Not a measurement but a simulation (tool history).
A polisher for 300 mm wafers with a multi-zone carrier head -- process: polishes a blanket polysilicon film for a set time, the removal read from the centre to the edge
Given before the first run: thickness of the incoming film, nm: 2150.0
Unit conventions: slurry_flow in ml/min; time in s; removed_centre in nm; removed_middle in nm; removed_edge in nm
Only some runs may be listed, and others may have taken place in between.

run 1 hour=0 | slurry_flow=160 centre_zone=1 middle_zone=1 edge_zone=1 time=84 | removed_centre=760.5 removed_middle=757.07 removed_edge=764.27
run 2 hour=4.7 | slurry_flow=160 centre_zone=0.95 middle_zone=1.02 edge_zone=1.05 time=95 | removed_centre=798.29 removed_middle=888.3 removed_edge=860.77
run 3 hour=9.2 | slurry_flow=160 centre_zone=0.92 middle_zone=0.99 edge_zone=1.09 time=105 | removed_centre=884.91 removed_middle=965.51 removed_edge=1017.1
run 4 hour=13.3 | slurry_flow=160 centre_zone=0.92 middle_zone=0.9 edge_zone=1.09 time=105 | removed_centre=880.46 removed_middle=899.85 removed_edge=1006.7
run 5 hour=18.2 | slurry_flow=160 centre_zone=0.98 middle_zone=0.9 edge_zone=1.09 time=105 | removed_centre=935.8 removed_middle=915.32 removed_edge=990.09
run 6 hour=27.1 | slurry_flow=170 centre_zone=0.94 middle_zone=0.94 edge_zone=1.12 time=109 | removed_centre=954.56 removed_middle=978.91 removed_edge=1046.5

What will run 7 give?
run 7 hour=35.6 | slurry_flow=165 centre_zone=0.91 middle_zone=0.97 edge_zone=1.12 time=113 | removed_centre=? removed_middle=? removed_edge=?

For run 7 the tool returned removed_centre 934.29 nm, removed_middle 992.77 nm, removed_edge 1091.3 nm.
